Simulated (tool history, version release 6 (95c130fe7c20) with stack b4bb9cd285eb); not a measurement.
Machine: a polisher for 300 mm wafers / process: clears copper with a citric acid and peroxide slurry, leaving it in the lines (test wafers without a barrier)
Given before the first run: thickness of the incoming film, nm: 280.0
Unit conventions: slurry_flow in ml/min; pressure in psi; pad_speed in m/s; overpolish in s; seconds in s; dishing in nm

run 1 hour=0.0 | slurry_flow=175 pressure=2.9 pad_speed=0.94 slurry_solids=1.0 overpolish=10 | seconds=140.76 dishing=16.254
run 2 hour=8.0 | slurry_flow=170 pressure=2.8 pad_speed=0.94 slurry_solids=1.0 overpolish=10 | seconds=146.21 dishing=15.890
run 3 hour=11.4 | slurry_flow=170 pressure=2.7 pad_speed=0.94 slurry_solids=1.0 overpolish=10 | seconds=149.12 dishing=15.249
run 4 hour=15.6 | slurry_flow=170 pressure=2.6 pad_speed=0.94 slurry_solids=1.0 overpolish=10 | seconds=155.98 dishing=15.086
run 5 hour=23.9 | slurry_flow=170 pressure=2.5 pad_speed=0.94 slurry_solids=1.0 overpolish=10 | seconds=160.25 dishing=14.388
run 6 hour=26.6 | slurry_flow=170 pressure=3.0 pad_speed=0.94 slurry_solids=1.0 overpolish=10 | seconds=137.37 dishing=17.005
run 7 hour=33.6 | slurry_flow=170 pressure=3.0 pad_speed=0.94 slurry_solids=1.0 overpolish=10 | seconds=136.35 dishing=16.478

Run 8 is up next; what results do you expect?
run 8 hour=39.8 | slurry_flow=170 pressure=2.8 pad_speed=0.94 slurry_solids=1.0 overpolish=10 | seconds=? dishing=?

Logged for run 8: seconds 144.57 s, dishing 16.312 nm.

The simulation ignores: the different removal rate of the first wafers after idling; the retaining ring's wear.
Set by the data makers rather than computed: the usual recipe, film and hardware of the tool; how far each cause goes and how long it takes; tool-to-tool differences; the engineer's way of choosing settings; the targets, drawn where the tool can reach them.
